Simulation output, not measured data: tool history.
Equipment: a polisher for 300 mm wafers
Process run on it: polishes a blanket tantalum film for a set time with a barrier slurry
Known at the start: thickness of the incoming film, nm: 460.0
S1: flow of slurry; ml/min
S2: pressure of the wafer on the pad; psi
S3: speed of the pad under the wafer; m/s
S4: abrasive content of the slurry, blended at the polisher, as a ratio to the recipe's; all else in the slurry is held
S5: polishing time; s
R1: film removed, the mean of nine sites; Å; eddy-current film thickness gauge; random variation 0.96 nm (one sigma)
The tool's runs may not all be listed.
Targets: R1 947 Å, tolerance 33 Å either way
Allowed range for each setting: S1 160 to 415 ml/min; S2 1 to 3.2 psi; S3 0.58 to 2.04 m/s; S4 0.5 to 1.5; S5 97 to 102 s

{"run": 1, "hour": 0.0, "S1": 265, "S2": 2.1, "S3": 1.3, "S4": 1, "S5": 97, "R1": 2362.7}
{"run": 2, "hour": 8.8, "S1": 265, "S2": 2.1, "S3": 1.3, "S4": 1.15, "S5": 97, "R1": 2494.3}
{"run": 3, "hour": 14.1, "S1": 265, "S2": 1.9, "S3": 1.2, "S4": 1.15, "S5": 97, "R1": 2137.6}
{"run": 4, "hour": 17.6, "S1": 265, "S2": 1.9, "S3": 1, "S4": 1.15, "S5": 97, "R1": 1808.2}
{"run": 5, "hour": 25.4, "S1": 265, "S2": 1.8, "S3": 0.94, "S4": 1.15, "S5": 97, "R1": 1606.1}
{"run": 6, "hour": 34.1, "S1": 265, "S2": 1.8, "S3": 0.94, "S4": 1.15, "S5": 97, "R1": 1626.2}
{"run": 7, "hour": 41.1, "S1": 260, "S2": 1.2, "S3": 0.7, "S4": 1.15, "S5": 97, "R1": 863.67}
{"run": 8, "hour": 50.0, "S1": 265, "S2": 1.2, "S3": 0.7, "S4": 1.15, "S5": 97, "R1": 894.21}
{"run": 9, "hour": 52.3, "S1": 270, "S2": 1.2, "S3": 0.7, "S4": 1.15, "S5": 97, "R1": 903.22}
{"run": 10, "hour": 56.8, "S1": 275, "S2": 1.2, "S3": 0.7, "S4": 1.15, "S5": 97, "R1": 901}
{"run": 11, "hour": 63.4, "S1": 280, "S2": 1.2, "S3": 0.7, "S4": 1.15, "S5": 97, "R1": 895.86}
{"run": 12, "hour": 68.3, "S1": 290, "S2": 1.2, "S3": 0.7, "S4": 1.15, "S5": 97, "R1": 887.07}
{"run": 13, "hour": 72.9, "S1": 290, "S2": 1.4, "S3": 0.7, "S4": 1.15, "S5": 97, "R1": 1018}

Which of these 4 next moves meets every target?
{"run": "A", "hour": 77.5, "S1": 265, "S2": 1.8, "S3": 0.58, "S4": 1.25, "S5": 97, "R1": "?"}
{"run": "B", "hour": 77.5, "S1": 290, "S2": 1.4, "S3": 0.6, "S4": 1.05, "S5": 97, "R1": "?"}
{"run": "C", "hour": 77.5, "S1": 270, "S2": 1.3, "S3": 0.76, "S4": 1.1, "S5": 99, "R1": "?"}
{"run": "D", "hour": 77.5, "S1": 255, "S2": 1.3, "S3": 0.7, "S4": 1.15, "S5": 99, "R1": "?"}

move=A R1=1070.3
move=B R1=864.45
move=C R1=1033.5
move=D R1=963.68
A: further off than the last run
B: takes the result that was furthest off past its target
C: further off than the last run
D: all results land within tolerance of their targets
Correct choice: D, which meets every target
